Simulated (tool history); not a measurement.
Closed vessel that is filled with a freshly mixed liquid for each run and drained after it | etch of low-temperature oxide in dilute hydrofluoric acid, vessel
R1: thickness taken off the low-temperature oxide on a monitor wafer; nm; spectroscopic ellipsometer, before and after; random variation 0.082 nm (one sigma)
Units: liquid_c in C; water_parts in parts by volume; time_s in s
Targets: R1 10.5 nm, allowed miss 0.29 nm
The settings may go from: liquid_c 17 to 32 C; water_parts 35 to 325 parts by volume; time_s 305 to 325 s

{"run": 1, "hour": 0.0, "liquid_c": 24, "water_parts": 180, "time_s": 305, "R1": 16.853}
{"run": 2, "hour": 7.9, "liquid_c": 24, "water_parts": 180, "time_s": 305, "R1": 17.422}
{"run": 3, "hour": 11.7, "liquid_c": 26.5, "water_parts": 180, "time_s": 305, "R1": 18.485}
{"run": 4, "hour": 13.9, "liquid_c": 28, "water_parts": 180, "time_s": 305, "R1": 19.529}
{"run": 5, "hour": 15.2, "liquid_c": 28, "water_parts": 220, "time_s": 305, "R1": 15.43}
{"run": 6, "hour": 19.6, "liquid_c": 28, "water_parts": 220, "time_s": 325, "R1": 16.729}
{"run": 7, "hour": 24.1, "liquid_c": 25, "water_parts": 225, "time_s": 325, "R1": 14.593}
{"run": 8, "hour": 26.2, "liquid_c": 22.5, "water_parts": 230, "time_s": 325, "R1": 12.803}
{"run": 9, "hour": 29.7, "liquid_c": 21, "water_parts": 230, "time_s": 325, "R1": 12.07}
{"run": 10, "hour": 36.8, "liquid_c": 20, "water_parts": 230, "time_s": 325, "R1": 11.762}
{"run": 11, "hour": 38.4, "liquid_c": 19, "water_parts": 230, "time_s": 325, "R1": 11.403}
{"run": 12, "hour": 41.5, "liquid_c": 18.5, "water_parts": 230, "time_s": 325, "R1": 11.043}
{"run": 13, "hour": 46.2, "liquid_c": 18, "water_parts": 230, "time_s": 325, "R1": 10.925}

4 next moves are on the table. One of them brings every result within its allowed miss. Which?
{"run": "A", "hour": 50.9, "liquid_c": 17.5, "water_parts": 210, "time_s": 305, "R1": "?"}
{"run": "B", "hour": 50.9, "liquid_c": 17, "water_parts": 225, "time_s": 320, "R1": "?"}
{"run": "C", "hour": 50.9, "liquid_c": 17.5, "water_parts": 225, "time_s": 325, "R1": "?"}
{"run": "D", "hour": 50.9, "liquid_c": 17, "water_parts": 200, "time_s": 305, "R1": "?"}

move=A R1=11.306
move=B R1=10.709
move=C R1=11.092
move=D R1=11.745
A: further off than the last run
B: meets every target
C: further off than the last run
D: further off than the last run
Answer: B

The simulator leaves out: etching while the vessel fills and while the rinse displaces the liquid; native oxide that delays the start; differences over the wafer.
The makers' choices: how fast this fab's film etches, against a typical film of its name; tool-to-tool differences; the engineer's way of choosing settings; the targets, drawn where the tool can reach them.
